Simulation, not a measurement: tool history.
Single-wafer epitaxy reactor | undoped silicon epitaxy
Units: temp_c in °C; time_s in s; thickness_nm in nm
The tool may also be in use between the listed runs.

run,hour,temp_c,time_s,thickness_nm
1,0,655,223,42.948
2,7.6,647,223,35.114
3,12.5,647,248,38.769
4,15.8,647,260,40.729
5,20.2,651,260,45.281
6,23.7,644,260,38.038
7,31.3,649,260,43.065
8,33.1,653,260,47.424
9,41.7,665,261,63.747
10,48.8,666,261,65.389
11,57.4,667,261,66.797

The next listed run, before its measurement:
12,60.7,668,261,?

thickness_nm: 68.276 nm
